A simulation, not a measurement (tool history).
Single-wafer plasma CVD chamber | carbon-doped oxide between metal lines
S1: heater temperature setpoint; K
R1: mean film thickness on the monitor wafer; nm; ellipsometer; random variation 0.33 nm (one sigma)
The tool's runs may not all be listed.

Run 1, hour 0: S1 613.15 K, chamber pressure (mTorr) 3590, RF power (W) 665, deposition time (s) 16.9. Result: R1 97.875 nm.
Run 2, hour 5.3: S1 611.15 K, chamber pressure (mTorr) 3700, RF power (W) 675, deposition time (s) 16.9. Result: R1 99.942 nm.
Run 3, hour 11.4: S1 609.15 K, chamber pressure (mTorr) 3790, RF power (W) 680, deposition time (s) 16.9. Result: R1 101.97 nm.
Run 4, hour 12.1: S1 607.15 K, chamber pressure (mTorr) 3840, RF power (W) 680, deposition time (s) 16.9. Result: R1 102.44 nm.
Run 5, hour 19.2: S1 607.15 K, chamber pressure (mTorr) 3840, RF power (W) 640, deposition time (s) 16.9. Result: R1 98.455 nm.
Run 6, hour 21.8: S1 607.15 K, chamber pressure (mTorr) 3840, RF power (W) 675, deposition time (s) 16.9. Result: R1 101.77 nm.
Run 7, hour 27.6: S1 607.15 K, chamber pressure (mTorr) 3840, RF power (W) 675, deposition time (s) 16.9. Result: R1 101.63 nm.
Run 8, hour 34.9: S1 605.15 K, chamber pressure (mTorr) 3910, RF power (W) 680, deposition time (s) 16.9. Result: R1 103.3 nm.

The next listed run, before its measurement:
Run 9, hour 42.8: S1 604.15 K, chamber pressure (mTorr) 3960, RF power (W) 680, deposition time (s) 16.9. Result: R1 ?.

{"run 9": {"R1": 104.71}}
